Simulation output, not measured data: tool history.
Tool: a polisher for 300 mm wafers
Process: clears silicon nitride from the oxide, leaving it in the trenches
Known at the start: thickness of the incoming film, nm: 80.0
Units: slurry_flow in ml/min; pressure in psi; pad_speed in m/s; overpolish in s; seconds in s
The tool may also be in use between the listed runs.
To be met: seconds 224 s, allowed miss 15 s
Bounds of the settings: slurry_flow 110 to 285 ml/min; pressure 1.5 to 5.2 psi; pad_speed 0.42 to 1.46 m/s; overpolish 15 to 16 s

run,hour,slurry_flow,pressure,pad_speed,overpolish,seconds
1,0,180,3.3,0.94,15,87.172
2,2.9,220,3.3,0.94,15,86.685
3,10.5,220,3.3,1.16,15,71.459
4,14,220,3.1,1.08,15,80.321
5,17.5,220,3.7,1.08,15,66.916
6,19.3,220,3.5,1.02,15,73.394
7,20.2,170,2.5,0.76,15,147.29
8,27.9,170,2.4,0.76,15,154.44
9,32,165,1.5,0.66,15,260.72
10,37.1,165,1.5,0.66,15,265.36

Which of these 5 next moves meets every target?
A,42.2,175,1.6,0.66,16,?
B,42.2,160,1.5,0.52,16,?
C,42.2,240,1.5,0.64,15,?
D,42.2,160,1.5,0.66,15,?
E,42.2,165,1.9,0.62,16,?

move,seconds
A,248.77
B,332.31
C,262.68
D,267.1
E,225.6
A: nearer than the last run, and not there yet
B: further off than the last run
C: nearer than the last run, and not there yet
D: as far off as the last run
E: meets every target
Move E is the one to make.
